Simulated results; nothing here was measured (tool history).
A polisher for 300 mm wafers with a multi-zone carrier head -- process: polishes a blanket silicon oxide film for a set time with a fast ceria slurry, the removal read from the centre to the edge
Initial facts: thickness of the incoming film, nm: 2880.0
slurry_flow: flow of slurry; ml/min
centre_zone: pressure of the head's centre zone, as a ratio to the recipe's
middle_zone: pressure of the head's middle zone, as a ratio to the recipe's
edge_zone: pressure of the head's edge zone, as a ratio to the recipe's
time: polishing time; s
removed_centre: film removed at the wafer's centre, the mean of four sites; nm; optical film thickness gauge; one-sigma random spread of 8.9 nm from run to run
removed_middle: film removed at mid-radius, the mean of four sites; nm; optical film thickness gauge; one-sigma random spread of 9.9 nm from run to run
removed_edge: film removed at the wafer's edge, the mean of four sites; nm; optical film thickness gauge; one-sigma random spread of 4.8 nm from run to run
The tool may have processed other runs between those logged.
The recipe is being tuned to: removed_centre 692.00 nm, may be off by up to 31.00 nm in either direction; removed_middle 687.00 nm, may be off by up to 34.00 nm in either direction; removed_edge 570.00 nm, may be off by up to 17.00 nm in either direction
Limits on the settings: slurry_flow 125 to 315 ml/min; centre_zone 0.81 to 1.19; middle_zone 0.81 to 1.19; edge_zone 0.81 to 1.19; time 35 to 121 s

| run | day | slurry_flow | centre_zone | middle_zone | edge_zone | time | removed_centre | removed_middle | removed_edge |
|---|---|---|---|---|---|---|---|---|---|
| 1 | 0.000 | 205 | 1.00 | 1.00 | 1.00 | 78 | 812.81 | 827.52 | 826.84 |
| 2 | 0.125 | 205 | 0.94 | 1.00 | 1.00 | 78 | 775.51 | 848.74 | 844.29 |
| 3 | 0.504 | 205 | 0.98 | 1.00 | 1.00 | 78 | 793.89 | 816.86 | 841.55 |
| 4 | 0.554 | 180 | 0.98 | 1.00 | 1.00 | 78 | 752.49 | 800.34 | 825.34 |
| 5 | 0.579 | 185 | 1.02 | 1.04 | 0.95 | 73 | 748.31 | 803.12 | 744.62 |
| 6 | 0.771 | 180 | 1.05 | 1.04 | 0.91 | 70 | 739.98 | 730.61 | 707.47 |
| 7 | 0.912 | 180 | 1.07 | 1.07 | 0.88 | 67 | 706.22 | 734.78 | 653.82 |
| 8 | 1.258 | 180 | 1.09 | 1.08 | 0.86 | 65 | 710.28 | 710.32 | 636.10 |
| 9 | 1.496 | 180 | 1.11 | 1.10 | 0.85 | 63 | 705.41 | 704.48 | 612.50 |
| 10 | 1.783 | 175 | 1.12 | 1.11 | 0.84 | 62 | 682.56 | 695.96 | 603.64 |

Which single option among these 4 for the next run brings every result within its allowed miss of target? Just one does.
| A | 2.071 | 155 | 1.02 | 1.13 | 0.92 | 63 | ? | ? | ? |
| B | 2.071 | 150 | 1.09 | 0.95 | 0.95 | 63 | ? | ? | ? |
| C | 2.071 | 210 | 1.08 | 1.19 | 0.92 | 55 | ? | ? | ? |
| D | 2.071 | 195 | 1.13 | 1.12 | 0.81 | 59 | ? | ? | ? |

| move | removed_centre | removed_middle | removed_edge |
|---|---|---|---|
| A | 619.18 | 672.09 | 612.68 |
| B | 652.74 | 573.41 | 618.80 |
| C | 631.03 | 667.63 | 566.73 |
| D | 693.83 | 667.49 | 567.38 |
A: moves away from the targets compared with the last run
B: moves away from the targets compared with the last run
C: the furthest-off result lands on target, but another misses its tolerance
D: every result within its allowed miss
D meets every target.
